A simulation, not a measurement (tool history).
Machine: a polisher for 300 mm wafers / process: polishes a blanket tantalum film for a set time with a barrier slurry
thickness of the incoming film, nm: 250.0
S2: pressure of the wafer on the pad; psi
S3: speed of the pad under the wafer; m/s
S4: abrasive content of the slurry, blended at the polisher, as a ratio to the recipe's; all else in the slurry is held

run 1 hour=0.0 | flow_of_slurry_(ml/min)=280 S2=1.6 S3=1.28 S4=1.00 polishing_time_(s)=37 | film_removed_(Å)=671.12
run 2 hour=3.6 | flow_of_slurry_(ml/min)=280 S2=1.6 S3=1.28 S4=1.20 polishing_time_(s)=37 | film_removed_(Å)=714.35
run 3 hour=10.8 | flow_of_slurry_(ml/min)=215 S2=1.6 S3=1.28 S4=1.20 polishing_time_(s)=37 | film_removed_(Å)=696.52
run 4 hour=14.8 | flow_of_slurry_(ml/min)=215 S2=1.5 S3=1.24 S4=1.20 polishing_time_(s)=37 | film_removed_(Å)=651.95
-- hour=21.2 head pressure recalibrated
run 5 hour=21.2 | flow_of_slurry_(ml/min)=215 S2=1.4 S3=1.18 S4=1.20 polishing_time_(s)=37 | film_removed_(Å)=619.10
run 6 hour=26.8 | flow_of_slurry_(ml/min)=215 S2=1.4 S3=1.18 S4=1.35 polishing_time_(s)=37 | film_removed_(Å)=649.43
run 7 hour=35.0 | flow_of_slurry_(ml/min)=215 S2=1.4 S3=1.18 S4=1.35 polishing_time_(s)=37 | film_removed_(Å)=652.57

Forecast run 8:
run 8 hour=42.3 | flow_of_slurry_(ml/min)=215 S2=1.3 S3=1.10 S4=1.35 polishing_time_(s)=37 | film_removed_(Å)=?

{"run 8": {"film removed (Å)": 574.72}}
